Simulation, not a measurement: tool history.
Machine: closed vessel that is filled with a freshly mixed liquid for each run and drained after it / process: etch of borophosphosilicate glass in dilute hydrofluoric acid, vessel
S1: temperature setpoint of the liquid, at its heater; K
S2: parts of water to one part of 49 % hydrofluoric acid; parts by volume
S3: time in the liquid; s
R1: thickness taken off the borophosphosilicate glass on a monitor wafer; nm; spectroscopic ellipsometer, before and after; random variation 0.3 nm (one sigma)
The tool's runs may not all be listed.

run    day      S1   S2   S3      R1
  1      0  297.15  300   95  18.731
  2  0.196  297.15  300  105  20.777
  3  0.275  297.15  405  105  14.021
  4  0.625  299.15  350  105  18.038
  5  0.662  300.15  300  105  23.107
  6   0.85  301.15  270  105  27.406
  7  0.983  301.15  270  105  27.737
  8  1.108  302.15  250  105   31.13
  9  1.421  305.15  175  105  53.458
 10  1.633  304.15  175  105  52.498
 11  1.729  303.15  175  105  50.475
 12    2.1  302.15  175  105   48.52
 13  2.296  301.65  175  105  47.754

Predict the results of run 14:
 14  2.412  301.15  175  105   ?

{"run 14": {"R1": 47.469}}

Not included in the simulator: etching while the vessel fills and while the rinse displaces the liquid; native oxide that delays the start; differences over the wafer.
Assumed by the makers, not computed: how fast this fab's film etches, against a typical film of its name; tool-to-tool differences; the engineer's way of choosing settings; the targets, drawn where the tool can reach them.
